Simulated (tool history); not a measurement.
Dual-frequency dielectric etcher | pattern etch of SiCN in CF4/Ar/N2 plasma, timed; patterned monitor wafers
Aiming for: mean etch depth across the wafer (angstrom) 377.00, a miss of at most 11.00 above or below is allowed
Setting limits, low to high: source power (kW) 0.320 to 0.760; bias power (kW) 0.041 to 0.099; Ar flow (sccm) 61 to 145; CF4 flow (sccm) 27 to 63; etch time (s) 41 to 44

| run | day | source power (kW) | bias power (kW) | Ar flow (sccm) | CF4 flow (sccm) | etch time (s) | mean etch depth across the wafer (angstrom) |
|---|---|---|---|---|---|---|---|
| 1 | 0.000 | 0.540 | 0.070 | 103 | 45 | 44 | 452.01 |
| 2 | 0.046 | 0.540 | 0.077 | 103 | 45 | 44 | 467.76 |
| 3 | 0.171 | 0.500 | 0.076 | 103 | 45 | 44 | 431.77 |
| 4 | 0.271 | 0.500 | 0.086 | 103 | 45 | 44 | 454.19 |
| 5 | 0.412 | 0.500 | 0.086 | 103 | 48 | 44 | 454.29 |
| 6 | 0.567 | 0.470 | 0.085 | 103 | 48 | 44 | 426.56 |
| 7 | 0.696 | 0.450 | 0.085 | 103 | 48 | 44 | 405.72 |
| 8 | 0.971 | 0.440 | 0.085 | 103 | 48 | 44 | 401.98 |
| 9 | 1.125 | 0.430 | 0.085 | 103 | 48 | 44 | 391.71 |

Which one of the following 4 next-run settings gets every result inside its allowed miss? There is exactly one.
| A | 1.279 | 0.470 | 0.081 | 109 | 55 | 43 | ? |
| B | 1.279 | 0.420 | 0.098 | 109 | 50 | 44 | ? |
| C | 1.279 | 0.500 | 0.082 | 119 | 48 | 41 | ? |
| D | 1.279 | 0.430 | 0.076 | 92 | 47 | 44 | ? |

| move | mean etch depth across the wafer (angstrom) |
|---|---|
| A | 413.66 |
| B | 401.71 |
| C | 410.11 |
| D | 381.34 |
A: lands further from the targets than the last run did
B: lands further from the targets than the last run did
C: lands further from the targets than the last run did
D: all results land within tolerance of their targets
Move D is the one to make.

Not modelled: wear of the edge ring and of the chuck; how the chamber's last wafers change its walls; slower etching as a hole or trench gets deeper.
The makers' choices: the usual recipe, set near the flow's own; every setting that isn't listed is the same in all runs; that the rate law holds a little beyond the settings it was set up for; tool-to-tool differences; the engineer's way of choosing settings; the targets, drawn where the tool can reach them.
